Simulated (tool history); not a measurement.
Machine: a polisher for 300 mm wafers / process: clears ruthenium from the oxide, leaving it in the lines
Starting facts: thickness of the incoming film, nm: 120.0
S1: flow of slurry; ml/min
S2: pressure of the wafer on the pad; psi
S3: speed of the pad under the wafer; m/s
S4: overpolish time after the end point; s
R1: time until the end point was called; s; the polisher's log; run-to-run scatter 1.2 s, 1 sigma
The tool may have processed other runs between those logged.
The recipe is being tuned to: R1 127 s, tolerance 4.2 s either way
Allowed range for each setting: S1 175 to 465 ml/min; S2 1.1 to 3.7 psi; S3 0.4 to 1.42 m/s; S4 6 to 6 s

{"run": 1, "day": 0.0, "S1": 295, "S2": 2.4, "S3": 0.9, "S4": 6, "R1": 94.132}
{"run": 2, "day": 0.038, "S1": 295, "S2": 2.4, "S3": 1.1, "S4": 6, "R1": 77.319}
{"run": 3, "day": 0.317, "S1": 295, "S2": 2.1, "S3": 1.1, "S4": 6, "R1": 87.374}
{"run": 4, "day": 0.633, "S1": 295, "S2": 1.5, "S3": 1.1, "S4": 6, "R1": 115.46}
{"run": 5, "day": 0.975, "S1": 295, "S2": 1.5, "S3": 1.3, "S4": 6, "R1": 97.802}
{"run": 6, "day": 1.025, "S1": 295, "S2": 1.4, "S3": 1.28, "S4": 6, "R1": 104.15}
{"run": 7, "day": 1.321, "S1": 295, "S2": 1.3, "S3": 1.26, "S4": 6, "R1": 113.18}
{"run": 8, "day": 1.371, "S1": 295, "S2": 1.2, "S3": 1.26, "S4": 6, "R1": 118.91}

Pick the move, out of 5, that brings all results within their allowed miss; only one does.
{"run": "A", "day": 1.421, "S1": 320, "S2": 1.3, "S3": 1.3, "S4": 6, "R1": "?"}
{"run": "B", "day": 1.421, "S1": 380, "S2": 1.4, "S3": 1.18, "S4": 6, "R1": "?"}
{"run": "C", "day": 1.421, "S1": 285, "S2": 1.1, "S3": 1.28, "S4": 6, "R1": "?"}
{"run": "D", "day": 1.421, "S1": 340, "S2": 1.3, "S3": 1.34, "S4": 6, "R1": "?"}
{"run": "E", "day": 1.421, "S1": 285, "S2": 1.4, "S3": 1.16, "S4": 6, "R1": "?"}

move=A R1=107.37
move=B R1=109.79
move=C R1=124.46
move=D R1=103.74
move=E R1=114.5
A: further off than the last run
B: further off than the last run
C: hits every target within its allowed miss
D: further off than the last run
E: further off than the last run
Answer: C

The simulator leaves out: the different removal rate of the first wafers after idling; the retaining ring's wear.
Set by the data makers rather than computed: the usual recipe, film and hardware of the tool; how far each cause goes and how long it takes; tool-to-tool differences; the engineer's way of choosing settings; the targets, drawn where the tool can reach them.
